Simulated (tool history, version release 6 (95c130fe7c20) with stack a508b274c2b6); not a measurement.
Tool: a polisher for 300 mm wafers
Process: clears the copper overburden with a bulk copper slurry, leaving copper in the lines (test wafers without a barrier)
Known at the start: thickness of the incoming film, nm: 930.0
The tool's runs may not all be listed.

run,hour,flow of slurry (ml/min),pressure of the wafer on the pad (psi),speed of the pad under the wafer (m/s),abrasive content of the slurry,overpolish time after the end point (s),time until the end point was called (s),dishing of a wide line in a test structure (angstrom)
1,0,210,3,1.04,1,23,96.184,748.95
2,0.8,210,2.7,1.02,1,24,106.55,749.73
3,2.3,210,2.4,1,1,22,120.94,656.12
4,9.2,210,2.2,0.98,1,23,133.65,630.42
5,15.8,210,2.2,0.98,1,29,132.62,708.76
6,17.6,210,2.2,1.08,1,29,121.34,720.85
7,22.5,210,2,1.08,1,29,130,705.14

Forecast run 8:
8,30.9,210,1.9,1.08,1,29,?,?

Run 8 gave time until the end point was called (s) 135.82, dishing of a wide line in a test structure (angstrom) 676.82.

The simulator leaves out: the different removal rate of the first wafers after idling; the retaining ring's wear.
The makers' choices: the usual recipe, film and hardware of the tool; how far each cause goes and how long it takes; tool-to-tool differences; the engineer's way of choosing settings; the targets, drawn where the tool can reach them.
